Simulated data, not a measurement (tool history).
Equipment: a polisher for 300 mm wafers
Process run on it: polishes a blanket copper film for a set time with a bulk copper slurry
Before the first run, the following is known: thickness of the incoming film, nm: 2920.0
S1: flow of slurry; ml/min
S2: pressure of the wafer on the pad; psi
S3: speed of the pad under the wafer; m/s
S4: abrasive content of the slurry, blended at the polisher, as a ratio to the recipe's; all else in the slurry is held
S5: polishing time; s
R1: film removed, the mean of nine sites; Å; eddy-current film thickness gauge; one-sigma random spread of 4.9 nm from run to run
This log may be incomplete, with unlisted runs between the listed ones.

run 1 hour=0.0 | S1=295 S2=3.3 S3=1.02 S4=1.0 S5=61 | R1=7895.1
run 2 hour=8.8 | S1=265 S2=3.3 S3=1.02 S4=1.0 S5=61 | R1=7914.6
run 3 hour=14.3 | S1=265 S2=3.1 S3=0.98 S4=1.0 S5=61 | R1=7083.5
run 4 hour=17.7 | S1=265 S2=2.9 S3=0.96 S4=1.0 S5=61 | R1=6638.7
run 5 hour=25.4 | S1=265 S2=2.9 S3=0.74 S4=1.0 S5=61 | R1=5268.7
run 6 hour=26.7 | S1=265 S2=2.9 S3=0.74 S4=1.2 S5=61 | R1=5342.4
run 7 hour=34.8 | S1=265 S2=2.7 S3=0.74 S4=1.2 S5=61 | R1=5094.6
run 8 hour=37.1 | S1=265 S2=2.5 S3=0.74 S4=1.2 S5=61 | R1=4688.7
run 9 hour=39.2 | S1=265 S2=2.4 S3=0.74 S4=1.2 S5=61 | R1=4489.8
run 10 hour=44.2 | S1=265 S2=2.3 S3=0.74 S4=1.2 S5=61 | R1=4352.1

Run 11 is up next; what results do you expect?
run 11 hour=47.4 | S1=265 S2=2.2 S3=0.74 S4=1.2 S5=61 | R1=?

For run 11 the tool returned R1 4047.7 Å.
